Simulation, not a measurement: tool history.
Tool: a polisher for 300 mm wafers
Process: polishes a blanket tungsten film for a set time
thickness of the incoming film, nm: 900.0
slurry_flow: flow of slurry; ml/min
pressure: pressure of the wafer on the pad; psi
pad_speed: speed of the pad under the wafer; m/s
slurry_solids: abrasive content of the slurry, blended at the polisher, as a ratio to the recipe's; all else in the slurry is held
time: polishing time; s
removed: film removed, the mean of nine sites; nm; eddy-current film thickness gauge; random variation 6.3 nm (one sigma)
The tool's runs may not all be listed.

run 1 hour=0.0 | slurry_flow=320 pressure=4.1 pad_speed=1.14 slurry_solids=1.00 time=72 | removed=461.86
run 2 hour=7.4 | slurry_flow=320 pressure=4.4 pad_speed=1.14 slurry_solids=1.00 time=72 | removed=493.55
run 3 hour=14.4 | slurry_flow=320 pressure=4.6 pad_speed=1.14 slurry_solids=1.00 time=72 | removed=514.92
run 4 hour=19.8 | slurry_flow=320 pressure=4.8 pad_speed=1.14 slurry_solids=1.00 time=72 | removed=536.33
run 5 hour=22.3 | slurry_flow=320 pressure=4.8 pad_speed=1.14 slurry_solids=1.00 time=72 | removed=540.04
run 6 hour=23.6 | slurry_flow=320 pressure=4.8 pad_speed=1.14 slurry_solids=1.15 time=72 | removed=557.47
run 7 hour=29.6 | slurry_flow=320 pressure=5.0 pad_speed=1.14 slurry_solids=1.15 time=72 | removed=584.94

The next listed run, before its measurement:
run 8 hour=34.3 | slurry_flow=320 pressure=5.1 pad_speed=1.14 slurry_solids=1.15 time=72 | removed=?

removed: 580.14 nm

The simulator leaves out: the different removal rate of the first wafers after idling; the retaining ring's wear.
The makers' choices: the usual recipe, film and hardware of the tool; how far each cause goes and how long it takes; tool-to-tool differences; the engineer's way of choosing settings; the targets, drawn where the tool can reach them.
